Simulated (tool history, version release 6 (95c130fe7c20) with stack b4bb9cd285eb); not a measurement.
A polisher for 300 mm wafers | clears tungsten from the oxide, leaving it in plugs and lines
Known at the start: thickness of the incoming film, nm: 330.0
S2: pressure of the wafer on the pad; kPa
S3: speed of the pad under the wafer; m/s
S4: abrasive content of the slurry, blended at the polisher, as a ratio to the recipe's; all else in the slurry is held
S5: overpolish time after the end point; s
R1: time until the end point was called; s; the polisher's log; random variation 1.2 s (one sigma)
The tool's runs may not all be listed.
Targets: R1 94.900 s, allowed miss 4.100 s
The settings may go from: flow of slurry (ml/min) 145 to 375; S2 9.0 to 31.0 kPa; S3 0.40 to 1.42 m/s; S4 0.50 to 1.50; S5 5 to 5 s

run 1 hour=0.0 | flow_of_slurry_(ml/min)=240 S2=20.0 S3=0.90 S4=1.00 S5=5 | R1=122.510
run 2 hour=3.6 | flow_of_slurry_(ml/min)=240 S2=20.0 S3=0.90 S4=1.00 S5=5 | R1=121.680
run 3 hour=11.3 | flow_of_slurry_(ml/min)=240 S2=21.4 S3=0.90 S4=1.00 S5=5 | R1=112.880
run 4 hour=12.1 | flow_of_slurry_(ml/min)=240 S2=21.4 S3=0.90 S4=1.10 S5=5 | R1=113.360
run 5 hour=14.4 | flow_of_slurry_(ml/min)=240 S2=22.1 S3=0.90 S4=1.10 S5=5 | R1=111.180
run 6 hour=17.3 | flow_of_slurry_(ml/min)=240 S2=22.8 S3=0.90 S4=1.10 S5=5 | R1=103.590
run 7 hour=23.6 | flow_of_slurry_(ml/min)=240 S2=23.4 S3=0.90 S4=1.10 S5=5 | R1=101.350
run 8 hour=25.2 | flow_of_slurry_(ml/min)=240 S2=24.1 S3=0.90 S4=1.10 S5=5 | R1=100.270

Which of these 5 next moves meets every target?
run A hour=26.8 | flow_of_slurry_(ml/min)=215 S2=26.2 S3=0.82 S4=0.80 S5=5 | R1=?
run B hour=26.8 | flow_of_slurry_(ml/min)=205 S2=22.8 S3=0.90 S4=1.15 S5=5 | R1=?
run C hour=26.8 | flow_of_slurry_(ml/min)=205 S2=24.8 S3=0.82 S4=1.00 S5=5 | R1=?
run D hour=26.8 | flow_of_slurry_(ml/min)=195 S2=25.5 S3=0.90 S4=1.30 S5=5 | R1=?
run E hour=26.8 | flow_of_slurry_(ml/min)=290 S2=21.4 S3=1.00 S4=0.80 S5=5 | R1=?

move=A R1=107.160
move=B R1=106.510
move=C R1=109.660
move=D R1=93.798
move=E R1=104.540
A: further off than the last run
B: further off than the last run
C: further off than the last run
D: meets every target
E: further off than the last run
Move D is the one to make.
